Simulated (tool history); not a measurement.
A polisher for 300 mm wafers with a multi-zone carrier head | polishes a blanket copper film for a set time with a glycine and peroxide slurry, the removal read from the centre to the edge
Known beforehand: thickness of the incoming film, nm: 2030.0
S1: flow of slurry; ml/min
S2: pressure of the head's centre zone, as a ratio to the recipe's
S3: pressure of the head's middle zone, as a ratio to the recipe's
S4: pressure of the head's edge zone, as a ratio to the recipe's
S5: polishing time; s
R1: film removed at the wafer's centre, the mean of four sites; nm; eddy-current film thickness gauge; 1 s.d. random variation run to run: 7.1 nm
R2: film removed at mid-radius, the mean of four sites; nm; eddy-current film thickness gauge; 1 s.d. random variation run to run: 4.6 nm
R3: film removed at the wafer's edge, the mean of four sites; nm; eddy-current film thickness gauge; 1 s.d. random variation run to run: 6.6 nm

| run | hour | S1 | S2 | S3 | S4 | S5 | R1 | R2 | R3 |
|---|---|---|---|---|---|---|---|---|---|
| 1 | 0.0 | 125 | 1.00 | 1.00 | 1.00 | 74 | 419.22 | 420.27 | 428.67 |
| 2 | 4.2 | 135 | 1.02 | 1.02 | 1.03 | 77 | 447.40 | 448.26 | 458.88 |
| 3 | 11.7 | 135 | 1.10 | 1.02 | 1.03 | 77 | 479.28 | 450.49 | 457.17 |
| 4 | 14.1 | 145 | 1.11 | 1.04 | 1.05 | 79 | 498.82 | 469.69 | 477.89 |
| 5 | 20.1 | 150 | 1.12 | 1.06 | 1.06 | 81 | 523.80 | 493.95 | 494.53 |
| 6 | 25.4 | 155 | 1.13 | 1.07 | 1.08 | 83 | 550.39 | 510.21 | 508.11 |
| 7 | 27.9 | 160 | 1.12 | 1.08 | 1.09 | 85 | 554.05 | 527.41 | 539.47 |
| 8 | 32.6 | 160 | 1.12 | 1.08 | 1.09 | 85 | 564.16 | 536.30 | 533.41 |
| 9 | 38.0 | 165 | 1.12 | 1.09 | 1.10 | 86 | 574.93 | 543.48 | 557.71 |
| 10 | 39.1 | 170 | 1.12 | 1.10 | 1.10 | 86 | 577.53 | 558.29 | 553.58 |
| 11 | 47.4 | 170 | 1.12 | 1.10 | 1.10 | 86 | 578.17 | 549.76 | 557.25 |

What will run 12 give?
| 12 | 54.2 | 175 | 1.12 | 1.11 | 1.10 | 86 | ? | ? | ? |

R1: 576.47 nm
R2: 558.50 nm
R3: 549.84 nm
